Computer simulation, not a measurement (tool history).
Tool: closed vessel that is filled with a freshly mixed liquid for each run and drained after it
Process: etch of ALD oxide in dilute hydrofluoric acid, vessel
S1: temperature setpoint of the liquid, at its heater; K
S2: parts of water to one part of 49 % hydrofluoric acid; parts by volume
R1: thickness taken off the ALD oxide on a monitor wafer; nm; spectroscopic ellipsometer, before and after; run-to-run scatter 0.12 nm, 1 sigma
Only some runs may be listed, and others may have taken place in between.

run 1 hour=0.0 | S1=298.15 S2=255 time_in_the_liquid_(s)=105 | R1=10.413
run 2 hour=8.9 | S1=298.15 S2=255 time_in_the_liquid_(s)=110 | R1=10.825
run 3 hour=13.5 | S1=300.15 S2=255 time_in_the_liquid_(s)=110 | R1=11.657
run 4 hour=19.1 | S1=301.15 S2=245 time_in_the_liquid_(s)=110 | R1=12.694
run 5 hour=22.0 | S1=302.15 S2=235 time_in_the_liquid_(s)=110 | R1=13.731
run 6 hour=23.8 | S1=302.15 S2=235 time_in_the_liquid_(s)=105 | R1=13.141
run 7 hour=30.2 | S1=302.15 S2=235 time_in_the_liquid_(s)=105 | R1=13.081
run 8 hour=32.4 | S1=302.15 S2=235 time_in_the_liquid_(s)=105 | R1=13.072
run 9 hour=40.9 | S1=306.15 S2=185 time_in_the_liquid_(s)=105 | R1=20.439
run 10 hour=48.5 | S1=305.65 S2=185 time_in_the_liquid_(s)=105 | R1=20.110

Predict the results of run 11:
run 11 hour=51.3 | S1=305.15 S2=185 time_in_the_liquid_(s)=105 | R1=?

{"run 11": {"R1": 19.808}}

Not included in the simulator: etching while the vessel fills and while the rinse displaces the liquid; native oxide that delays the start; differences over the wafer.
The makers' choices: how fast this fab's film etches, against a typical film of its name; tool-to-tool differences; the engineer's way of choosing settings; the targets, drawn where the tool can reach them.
